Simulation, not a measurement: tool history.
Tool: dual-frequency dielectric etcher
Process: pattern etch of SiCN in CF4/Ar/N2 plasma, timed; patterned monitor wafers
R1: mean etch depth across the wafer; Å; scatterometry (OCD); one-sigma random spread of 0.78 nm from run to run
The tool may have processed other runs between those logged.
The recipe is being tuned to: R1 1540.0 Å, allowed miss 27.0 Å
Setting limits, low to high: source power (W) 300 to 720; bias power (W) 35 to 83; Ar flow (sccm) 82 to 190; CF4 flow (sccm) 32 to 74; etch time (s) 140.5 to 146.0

Run 1, hour 0.0: source power (W) 510, bias power (W) 59, Ar flow (sccm) 136, CF4 flow (sccm) 53, etch time (s) 140.5. Result: R1 1165.4 Å.
Run 2, hour 7.8: source power (W) 510, bias power (W) 59, Ar flow (sccm) 127, CF4 flow (sccm) 53, etch time (s) 140.5. Result: R1 1189.3 Å.
Run 3, hour 11.6: source power (W) 510, bias power (W) 59, Ar flow (sccm) 127, CF4 flow (sccm) 53, etch time (s) 140.5. Result: R1 1187.1 Å.
Run 4, hour 16.0: source power (W) 550, bias power (W) 59, Ar flow (sccm) 127, CF4 flow (sccm) 53, etch time (s) 140.5. Result: R1 1291.3 Å.
Run 5, hour 19.4: source power (W) 550, bias power (W) 59, Ar flow (sccm) 127, CF4 flow (sccm) 47, etch time (s) 140.5. Result: R1 1252.9 Å.
Run 6, hour 20.5: source power (W) 550, bias power (W) 59, Ar flow (sccm) 137, CF4 flow (sccm) 47, etch time (s) 140.5. Result: R1 1253.3 Å.
Run 7, hour 28.1: source power (W) 650, bias power (W) 60, Ar flow (sccm) 137, CF4 flow (sccm) 47, etch time (s) 140.5. Result: R1 1483.9 Å.
Run 8, hour 35.3: source power (W) 660, bias power (W) 60, Ar flow (sccm) 137, CF4 flow (sccm) 47, etch time (s) 140.5. Result: R1 1503.2 Å.

Exactly one of the 4 candidate moves below puts every result within its allowed miss. Which one?
Run A, hour 42.5: source power (W) 640, bias power (W) 60, Ar flow (sccm) 136, CF4 flow (sccm) 47, etch time (s) 142.0. Result: R1 ?.
Run B, hour 42.5: source power (W) 620, bias power (W) 71, Ar flow (sccm) 159, CF4 flow (sccm) 43, etch time (s) 141.0. Result: R1 ?.
Run C, hour 42.5: source power (W) 630, bias power (W) 54, Ar flow (sccm) 128, CF4 flow (sccm) 45, etch time (s) 143.5. Result: R1 ?.
Run D, hour 42.5: source power (W) 690, bias power (W) 54, Ar flow (sccm) 146, CF4 flow (sccm) 45, etch time (s) 146.0. Result: R1 ?.

move      R1
   A  1481.3
   B  1463.7
   C  1419.5
   D  1532.2
A: lands further from the targets than the last run did
B: lands further from the targets than the last run did
C: lands further from the targets than the last run did
D: hits every target within its allowed miss
D is the move that brings every result within its allowed miss.

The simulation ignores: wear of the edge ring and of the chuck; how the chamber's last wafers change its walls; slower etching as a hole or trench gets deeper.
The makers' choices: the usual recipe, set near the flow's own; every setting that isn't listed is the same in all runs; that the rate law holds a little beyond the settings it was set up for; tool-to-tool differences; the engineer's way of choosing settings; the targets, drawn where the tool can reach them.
